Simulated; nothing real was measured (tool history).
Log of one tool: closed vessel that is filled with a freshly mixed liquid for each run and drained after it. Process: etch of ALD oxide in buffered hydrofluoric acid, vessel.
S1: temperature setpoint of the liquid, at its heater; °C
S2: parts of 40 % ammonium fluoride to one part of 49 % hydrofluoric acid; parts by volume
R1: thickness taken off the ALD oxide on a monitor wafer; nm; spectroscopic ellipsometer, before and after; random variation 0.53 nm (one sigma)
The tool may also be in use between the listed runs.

Run 1, hour 0: S1 25 °C, S2 22 parts by volume, time in the liquid (s) 35. Result: R1 31.259 nm.
Run 2, hour 5.4: S1 27.5 °C, S2 22 parts by volume, time in the liquid (s) 35. Result: R1 36.379 nm.
Run 3, hour 14.1: S1 26 °C, S2 22 parts by volume, time in the liquid (s) 35. Result: R1 33.405 nm.
Run 4, hour 18.8: S1 27.5 °C, S2 20 parts by volume, time in the liquid (s) 35. Result: R1 38.259 nm.
Run 5, hour 22: S1 29 °C, S2 18 parts by volume, time in the liquid (s) 35. Result: R1 45.788 nm.
Run 6, hour 27.3: S1 30 °C, S2 17.5 parts by volume, time in the liquid (s) 35. Result: R1 49.892 nm.
Run 7, hour 28.4: S1 30.5 °C, S2 17 parts by volume, time in the liquid (s) 35. Result: R1 54.124 nm.
Run 8, hour 31: S1 31 °C, S2 17 parts by volume, time in the liquid (s) 35. Result: R1 54.509 nm.
Run 9, hour 33.2: S1 31.5 °C, S2 17 parts by volume, time in the liquid (s) 35. Result: R1 55.57 nm.

Forecast run 10:
Run 10, hour 39.4: S1 31.5 °C, S2 16.5 parts by volume, time in the liquid (s) 35. Result: R1 ?.

{"run 10": {"R1": 57.053}}

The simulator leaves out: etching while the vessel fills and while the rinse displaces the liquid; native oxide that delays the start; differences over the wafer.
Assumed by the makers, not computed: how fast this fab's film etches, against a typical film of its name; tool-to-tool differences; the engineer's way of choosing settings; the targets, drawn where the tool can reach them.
